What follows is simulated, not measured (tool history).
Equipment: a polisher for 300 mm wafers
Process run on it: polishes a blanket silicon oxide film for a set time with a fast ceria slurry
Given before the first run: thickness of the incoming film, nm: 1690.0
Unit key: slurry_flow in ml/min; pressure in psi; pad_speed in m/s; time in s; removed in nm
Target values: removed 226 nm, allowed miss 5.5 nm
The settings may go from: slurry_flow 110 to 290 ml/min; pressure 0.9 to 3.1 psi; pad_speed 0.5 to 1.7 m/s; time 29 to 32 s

| run | hour | slurry_flow | pressure | pad_speed | time | removed |
|---|---|---|---|---|---|---|
| 1 | 0 | 185 | 2 | 1.1 | 32 | 324.39 |
| 2 | 4.7 | 175 | 1.8 | 1.1 | 32 | 289.29 |
| 3 | 10.4 | 165 | 1.7 | 1.1 | 32 | 270.6 |
| 4 | 16.8 | 165 | 1.7 | 1.1 | 29 | 246.42 |
| 5 | 24.6 | 155 | 1.7 | 1.1 | 29 | 244.67 |
| 6 | 31.5 | 155 | 1.7 | 1.1 | 29 | 245.86 |
| 7 | 39.3 | 145 | 1.7 | 1.1 | 29 | 242.25 |
| 8 | 47.8 | 145 | 1.7 | 1.1 | 29 | 241.95 |
| 9 | 52.1 | 140 | 1.7 | 1.1 | 29 | 244.27 |

Below are 4 possible settings for the next run. Only one of them brings all results inside the allowed miss of their targets. Which is it?
| A | 56.4 | 150 | 1.7 | 1.08 | 31 | ? |
| B | 56.4 | 135 | 1.5 | 1.1 | 29 | ? |
| C | 56.4 | 115 | 1.6 | 0.94 | 31 | ? |
| D | 56.4 | 145 | 1.5 | 1.16 | 29 | ? |

| move | removed |
|---|---|
| A | 256 |
| B | 213.79 |
| C | 208.93 |
| D | 225.51 |
A: moves away from the targets compared with the last run
B: the result that was furthest off in the last run now lies on the other side of its target
C: the result that was furthest off in the last run now lies on the other side of its target
D: hits every target within its allowed miss
Move D is the one to make.
